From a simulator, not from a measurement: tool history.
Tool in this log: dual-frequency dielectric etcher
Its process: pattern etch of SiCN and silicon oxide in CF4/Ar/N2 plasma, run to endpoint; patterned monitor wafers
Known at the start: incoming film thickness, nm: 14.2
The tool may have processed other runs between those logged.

{"run": 1, "hour": 0.0, "source power (W)": 500, "bias power (W)": 57, "Ar flow (sccm)": 107, "CF4 flow (sccm)": 50, "endpoint time (s)": 18.334}
{"run": 2, "hour": 8.4, "source power (W)": 500, "bias power (W)": 63, "Ar flow (sccm)": 107, "CF4 flow (sccm)": 50, "endpoint time (s)": 17.595}
{"run": 3, "hour": 12.9, "source power (W)": 500, "bias power (W)": 68, "Ar flow (sccm)": 107, "CF4 flow (sccm)": 50, "endpoint time (s)": 17.167}
{"run": 4, "hour": 17.7, "source power (W)": 550, "bias power (W)": 68, "Ar flow (sccm)": 107, "CF4 flow (sccm)": 50, "endpoint time (s)": 16.096}
{"run": 5, "hour": 21.2, "source power (W)": 550, "bias power (W)": 77, "Ar flow (sccm)": 107, "CF4 flow (sccm)": 50, "endpoint time (s)": 15.429}
{"run": 6, "hour": 27.1, "source power (W)": 550, "bias power (W)": 79, "Ar flow (sccm)": 107, "CF4 flow (sccm)": 50, "endpoint time (s)": 15.294}

For run 7, what comes out?
{"run": 7, "hour": 34.4, "source power (W)": 510, "bias power (W)": 76, "Ar flow (sccm)": 110, "CF4 flow (sccm)": 49, "endpoint time (s)": "?"}

Run 7 produced endpoint time (s) 16.479.
